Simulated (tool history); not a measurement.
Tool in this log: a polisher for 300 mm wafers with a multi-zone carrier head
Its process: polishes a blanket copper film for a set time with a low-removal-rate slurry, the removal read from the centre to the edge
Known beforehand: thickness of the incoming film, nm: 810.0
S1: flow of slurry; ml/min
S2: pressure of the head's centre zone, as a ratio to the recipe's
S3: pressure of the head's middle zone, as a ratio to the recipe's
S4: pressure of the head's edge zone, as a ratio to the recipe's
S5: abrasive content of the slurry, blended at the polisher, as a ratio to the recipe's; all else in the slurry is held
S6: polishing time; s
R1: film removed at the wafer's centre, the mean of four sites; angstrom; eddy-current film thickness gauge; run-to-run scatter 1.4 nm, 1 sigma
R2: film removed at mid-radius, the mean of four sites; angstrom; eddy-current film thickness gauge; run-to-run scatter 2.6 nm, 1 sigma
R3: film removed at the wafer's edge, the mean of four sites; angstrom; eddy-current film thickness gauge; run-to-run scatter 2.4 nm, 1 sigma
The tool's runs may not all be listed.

run    day   S1    S2    S3    S4    S5  S6      R1      R2      R3
  1  0.000  155  1.00  1.00  1.00  1.00  38  1295.4  1290.3  1292.1
  2  0.079  155  1.00  1.08  1.00  1.00  38  1300.7  1361.7  1289.1
  3  0.442  165  1.01  1.10  1.02  1.10  39  1401.4  1496.9  1402.2
  4  0.650  180  1.03  1.12  1.04  1.20  39  1441.3  1559.3  1427.4
  5  0.867  185  1.05  1.13  1.06  1.25  40  1536.3  1629.1  1495.3
  6  0.921  190  1.06  1.14  1.08  1.30  41  1613.4  1725.9  1525.1
  7  1.058  195  1.05  1.13  1.09  1.35  42  1659.5  1726.6  1629.2
  8  1.433  200  1.05  1.14  1.10  1.40  42  1663.5  1807.3  1583.2
  9  1.675  200  1.05  1.14  1.10  1.40  42  1680.0  1818.0  1635.6

Run 10, settings as shown, results not yet in. Your forecast:
 10  1.979  205  1.05  1.14  1.11  1.40  42   ?   ?   ?

Logged for run 10: R1 1680.2 angstrom, R2 1791.8 angstrom, R3 1644.7 angstrom.

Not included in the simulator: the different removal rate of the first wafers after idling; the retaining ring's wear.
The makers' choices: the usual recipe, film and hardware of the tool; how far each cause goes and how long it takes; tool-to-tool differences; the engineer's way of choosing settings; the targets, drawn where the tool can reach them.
